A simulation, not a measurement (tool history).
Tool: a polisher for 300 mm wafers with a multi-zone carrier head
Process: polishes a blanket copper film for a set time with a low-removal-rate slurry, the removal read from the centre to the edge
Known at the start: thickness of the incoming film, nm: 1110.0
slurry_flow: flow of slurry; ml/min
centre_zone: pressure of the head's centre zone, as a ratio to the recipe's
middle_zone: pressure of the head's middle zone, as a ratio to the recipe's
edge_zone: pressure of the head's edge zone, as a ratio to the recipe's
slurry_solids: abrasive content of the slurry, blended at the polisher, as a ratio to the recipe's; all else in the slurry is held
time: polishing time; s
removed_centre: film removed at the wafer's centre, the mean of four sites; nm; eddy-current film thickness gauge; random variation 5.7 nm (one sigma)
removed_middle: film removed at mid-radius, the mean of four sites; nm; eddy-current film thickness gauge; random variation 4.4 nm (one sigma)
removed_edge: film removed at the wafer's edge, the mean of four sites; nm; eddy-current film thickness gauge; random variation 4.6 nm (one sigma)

| run | hour | slurry_flow | centre_zone | middle_zone | edge_zone | slurry_solids | time | removed_centre | removed_middle | removed_edge |
|---|---|---|---|---|---|---|---|---|---|---|
| 1 | 0.0 | 235 | 1.00 | 1.00 | 1.00 | 1.00 | 87 | 327.19 | 316.13 | 317.39 |
| 2 | 2.0 | 240 | 1.01 | 1.04 | 1.03 | 1.10 | 88 | 354.55 | 340.65 | 333.86 |
| 3 | 10.9 | 245 | 1.00 | 1.07 | 1.06 | 1.15 | 89 | 362.92 | 361.44 | 355.27 |
| 4 | 19.3 | 245 | 1.00 | 1.07 | 1.06 | 1.25 | 89 | 365.00 | 368.93 | 346.41 |
| 5 | 24.0 | 255 | 1.00 | 1.09 | 1.08 | 1.25 | 89 | 359.99 | 379.88 | 351.83 |
| 6 | 30.2 | 250 | 1.01 | 1.09 | 1.10 | 1.25 | 90 | 364.96 | 377.08 | 368.76 |
| 7 | 32.0 | 255 | 1.02 | 1.10 | 1.10 | 1.25 | 90 | 379.59 | 382.76 | 355.88 |

The next listed run, before its measurement:
|  | 34.3 | centre zone pressure recalibrated |
| 8 | 34.3 | 260 | 1.00 | 1.11 | 1.15 | 1.40 | 92 | ? | ? | ? |

Run 8 gave removed_centre 360.62 nm, removed_middle 402.23 nm, removed_edge 397.36 nm.
